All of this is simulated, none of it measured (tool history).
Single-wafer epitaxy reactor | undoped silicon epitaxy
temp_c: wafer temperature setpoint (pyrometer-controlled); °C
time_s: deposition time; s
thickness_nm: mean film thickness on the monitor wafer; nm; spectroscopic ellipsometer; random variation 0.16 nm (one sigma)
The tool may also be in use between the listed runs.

Run 1, hour 0.0: temp_c 670 °C, time_s 448 s. Result: thickness_nm 115.990 nm.
Run 2, hour 6.9: temp_c 666 °C, time_s 443 s. Result: thickness_nm 104.460 nm.
Run 3, hour 12.6: temp_c 671 °C, time_s 443 s. Result: thickness_nm 116.850 nm.
Run 4, hour 17.5: temp_c 661 °C, time_s 443 s. Result: thickness_nm 94.142 nm.
Run 5, hour 20.4: temp_c 661 °C, time_s 495 s. Result: thickness_nm 105.350 nm.
Run 6, hour 22.5: temp_c 668 °C, time_s 495 s. Result: thickness_nm 122.330 nm.

Forecast run 7:
Run 7, hour 23.9: temp_c 656 °C, time_s 423 s. Result: thickness_nm ?.

thickness_nm: 80.897 nm
